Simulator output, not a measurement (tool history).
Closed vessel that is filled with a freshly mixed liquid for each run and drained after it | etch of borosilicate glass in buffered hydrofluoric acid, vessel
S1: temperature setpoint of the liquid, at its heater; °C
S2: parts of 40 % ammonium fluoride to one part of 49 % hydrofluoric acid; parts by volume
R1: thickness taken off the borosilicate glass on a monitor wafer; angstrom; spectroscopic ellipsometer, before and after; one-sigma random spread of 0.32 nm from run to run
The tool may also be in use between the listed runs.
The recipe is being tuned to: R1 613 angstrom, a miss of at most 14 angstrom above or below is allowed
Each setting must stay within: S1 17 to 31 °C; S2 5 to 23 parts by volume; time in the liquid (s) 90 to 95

run 1 hour=0 | S1=23 S2=14 time_in_the_liquid_(s)=90 | R1=793.23
run 2 hour=2.8 | S1=23 S2=12 time_in_the_liquid_(s)=90 | R1=919.79
run 3 hour=7.6 | S1=23 S2=12 time_in_the_liquid_(s)=95 | R1=970.11
run 4 hour=16.5 | S1=23 S2=12 time_in_the_liquid_(s)=90 | R1=925.99
run 5 hour=17.7 | S1=22 S2=12.5 time_in_the_liquid_(s)=90 | R1=840.73
run 6 hour=18.6 | S1=21 S2=12.5 time_in_the_liquid_(s)=90 | R1=795.47
run 7 hour=21.8 | S1=20 S2=12.5 time_in_the_liquid_(s)=90 | R1=755.19
run 8 hour=30.3 | S1=19.5 S2=12.5 time_in_the_liquid_(s)=90 | R1=737.44
run 9 hour=38.7 | S1=19 S2=12.5 time_in_the_liquid_(s)=90 | R1=718.32
run 10 hour=46.5 | S1=18.5 S2=12.5 time_in_the_liquid_(s)=90 | R1=695.08

Exercise: of the 4 proposed moves below, exactly one satisfies all targets within the stated allowed misses. Which move is it?
run A hour=54.3 | S1=18.5 S2=11 time_in_the_liquid_(s)=90 | R1=?
run B hour=54.3 | S1=17 S2=11.5 time_in_the_liquid_(s)=95 | R1=?
run C hour=54.3 | S1=18.5 S2=15 time_in_the_liquid_(s)=95 | R1=?
run D hour=54.3 | S1=17 S2=15 time_in_the_liquid_(s)=95 | R1=?

move=A R1=785.52
move=B R1=730.02
move=C R1=609.73
move=D R1=560.86
A: the biggest miss grows against the last run
B: the biggest miss grows against the last run
C: all results in spec
D: takes the result that was furthest off past its target
The move that meets every target is C.
